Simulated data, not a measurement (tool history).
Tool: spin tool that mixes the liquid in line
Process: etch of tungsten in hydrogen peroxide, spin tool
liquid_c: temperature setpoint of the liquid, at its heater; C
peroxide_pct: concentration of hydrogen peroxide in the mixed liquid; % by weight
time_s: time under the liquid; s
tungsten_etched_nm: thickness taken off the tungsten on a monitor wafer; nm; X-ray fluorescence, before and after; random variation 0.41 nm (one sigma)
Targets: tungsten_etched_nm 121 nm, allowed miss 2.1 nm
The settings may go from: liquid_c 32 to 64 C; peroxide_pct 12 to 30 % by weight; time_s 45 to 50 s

run,hour,liquid_c,peroxide_pct,time_s,tungsten_etched_nm
1,0,48,21.5,45,66.303
2,7.6,49,21.5,45,70.28
3,9.1,49,21.5,45,71.117
4,14.1,49,21.5,50,78.358
# hour 18.2: heated supply line repaired
5,18.2,49,21.5,45,86.96
6,24.8,49.5,21.5,45,89.572
7,31.8,55.5,21.5,45,130.02
8,40,55.5,21.5,45,129.46
9,43.7,55,21.5,45,125.27

Which of these 4 next moves meets every target?
A,47.4,54.5,22.5,45,?
B,47.4,55,24,45,?
C,47.4,53,20.5,50,?
D,47.4,53.5,21.5,50,?

move,tungsten_etched_nm
A,124.05
B,131.98
C,120.3
D,126.94
A: nearer than the last run, and not there yet
B: further off than the last run
C: meets every target
D: further off than the last run
The right move is C.
